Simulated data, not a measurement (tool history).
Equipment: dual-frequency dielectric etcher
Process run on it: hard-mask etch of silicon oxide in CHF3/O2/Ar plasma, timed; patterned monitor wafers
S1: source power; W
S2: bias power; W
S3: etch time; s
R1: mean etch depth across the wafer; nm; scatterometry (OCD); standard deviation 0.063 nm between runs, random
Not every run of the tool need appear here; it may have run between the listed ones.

| run | hour | S1 | S2 | S3 | R1 |
|---|---|---|---|---|---|
| 1 | 0.0 | 610 | 154 | 12 | 23.605 |
| 2 | 8.2 | 560 | 154 | 12 | 22.923 |
| 3 | 9.0 | 560 | 154 | 11 | 21.051 |
| 4 | 12.7 | 560 | 133 | 11 | 19.644 |
|  | 21.0 | source power generator calibrated |
| 5 | 21.0 | 630 | 146 | 11 | 21.638 |
| 6 | 27.6 | 680 | 157 | 11 | 22.953 |

The next listed run, before its measurement:
| 7 | 33.8 | 710 | 168 | 11 | ? |

R1: 24.003 nm
